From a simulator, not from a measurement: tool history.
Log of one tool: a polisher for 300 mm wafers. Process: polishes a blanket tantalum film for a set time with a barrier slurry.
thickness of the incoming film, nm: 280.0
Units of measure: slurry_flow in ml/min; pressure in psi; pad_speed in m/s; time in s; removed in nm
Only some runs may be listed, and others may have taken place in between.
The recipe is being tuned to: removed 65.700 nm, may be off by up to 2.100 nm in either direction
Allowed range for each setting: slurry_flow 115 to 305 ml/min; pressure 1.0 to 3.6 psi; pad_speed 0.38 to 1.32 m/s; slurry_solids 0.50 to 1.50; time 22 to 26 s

run,day,slurry_flow,pressure,pad_speed,slurry_solids,time,removed
1,0.000,195,2.3,0.84,1.00,26,39.088
2,0.071,200,2.7,0.84,1.00,26,44.641
3,0.400,200,3.1,0.84,1.00,26,49.896
4,0.533,200,3.1,0.76,1.00,26,45.922
5,0.638,200,2.9,0.76,1.00,26,43.001
6,0.800,205,3.1,0.82,1.00,26,49.538
7,0.821,210,3.3,0.84,1.00,26,53.464
8,0.988,210,3.4,0.88,1.00,26,57.189
9,1.188,210,3.5,0.90,1.00,26,59.719

Exactly one of the 4 candidate moves below puts every result within its allowed miss. Which one?
A,1.388,175,3.3,1.12,0.90,25,?
B,1.388,200,3.3,0.82,1.15,25,?
C,1.388,200,3.2,0.88,0.90,26,?
D,1.388,250,3.4,0.96,1.00,23,?

move,removed
A,64.250
B,51.152
C,52.501
D,55.961
A: hits every target within its allowed miss
B: moves away from the targets compared with the last run
C: moves away from the targets compared with the last run
D: moves away from the targets compared with the last run
A is the move that brings every result within its allowed miss.
